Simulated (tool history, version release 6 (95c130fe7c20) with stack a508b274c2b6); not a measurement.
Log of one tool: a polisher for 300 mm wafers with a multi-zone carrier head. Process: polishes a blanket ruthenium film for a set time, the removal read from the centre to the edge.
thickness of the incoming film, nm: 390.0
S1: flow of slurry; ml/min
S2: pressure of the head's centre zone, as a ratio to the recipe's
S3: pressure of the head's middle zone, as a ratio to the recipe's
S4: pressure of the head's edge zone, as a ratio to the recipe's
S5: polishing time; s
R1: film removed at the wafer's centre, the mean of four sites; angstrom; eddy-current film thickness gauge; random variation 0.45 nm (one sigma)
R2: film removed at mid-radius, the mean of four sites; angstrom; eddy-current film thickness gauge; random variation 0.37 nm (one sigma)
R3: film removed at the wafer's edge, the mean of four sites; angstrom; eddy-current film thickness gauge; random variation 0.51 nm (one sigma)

run,hour,S1,S2,S3,S4,S5,R1,R2,R3
1,0.0,210,1.00,1.00,1.00,79,563.57,560.18,602.80
2,5.1,205,1.00,0.98,0.98,75,528.50,525.53,568.09
3,6.4,205,1.00,0.98,0.89,75,521.23,525.65,541.03
4,7.8,205,1.00,0.92,0.89,75,514.69,489.68,545.60
5,14.4,205,1.01,0.91,0.88,72,515.97,473.08,502.73
6,16.1,200,1.00,0.89,0.88,70,486.07,453.91,483.20
7,22.7,170,1.03,0.81,0.92,58,410.84,339.00,410.16
8,26.9,175,1.03,0.82,0.92,58,411.79,344.60,414.70

The next listed run, before its measurement:
9,29.4,180,1.03,0.83,0.92,58,?,?,?

{"run 9": {"R1": 410.26, "R2": 346.68, "R3": 416.49}}

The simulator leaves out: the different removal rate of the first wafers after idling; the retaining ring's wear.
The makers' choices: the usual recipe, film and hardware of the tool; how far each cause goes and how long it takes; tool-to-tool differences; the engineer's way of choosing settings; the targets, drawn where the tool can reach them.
